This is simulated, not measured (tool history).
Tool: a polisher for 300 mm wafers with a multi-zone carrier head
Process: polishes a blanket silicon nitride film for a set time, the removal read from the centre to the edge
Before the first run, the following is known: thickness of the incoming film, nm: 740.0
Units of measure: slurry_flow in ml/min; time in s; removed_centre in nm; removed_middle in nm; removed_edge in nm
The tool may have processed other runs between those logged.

Run 1, hour 0: slurry_flow 260 ml/min, centre_zone 1, middle_zone 1, edge_zone 1, time 47 s. Result: removed_centre 104.73 nm, removed_middle 105.69 nm, removed_edge 104.04 nm.
Run 2, hour 7.2: slurry_flow 285 ml/min, centre_zone 1, middle_zone 1, edge_zone 1, time 47 s. Result: removed_centre 104.69 nm, removed_middle 107.37 nm, removed_edge 107.16 nm.
Run 3, hour 13.3: slurry_flow 285 ml/min, centre_zone 0.94, middle_zone 1, edge_zone 1, time 47 s. Result: removed_centre 100.53 nm, removed_middle 105.74 nm, removed_edge 107.1 nm.
Run 4, hour 18.3: slurry_flow 285 ml/min, centre_zone 0.94, middle_zone 1, edge_zone 0.95, time 47 s. Result: removed_centre 99.308 nm, removed_middle 105.75 nm, removed_edge 102.47 nm.
Run 5, hour 23.5: slurry_flow 270 ml/min, centre_zone 0.91, middle_zone 0.95, edge_zone 0.91, time 43 s. Result: removed_centre 87.375 nm, removed_middle 92.873 nm, removed_edge 92.191 nm.
Run 6, hour 30.8: slurry_flow 260 ml/min, centre_zone 0.91, middle_zone 0.92, edge_zone 0.88, time 40 s. Result: removed_centre 79.219 nm, removed_middle 82.982 nm, removed_edge 85.244 nm.

Predict the results of run 7:
Run 7, hour 35.1: slurry_flow 255 ml/min, centre_zone 0.93, middle_zone 0.91, edge_zone 0.86, time 38 s. Result: removed_centre ?, removed_middle ?, removed_edge ?.

Run 7 yielded removed_centre 78.767 nm, removed_middle 78.593 nm, removed_edge 79.79 nm.
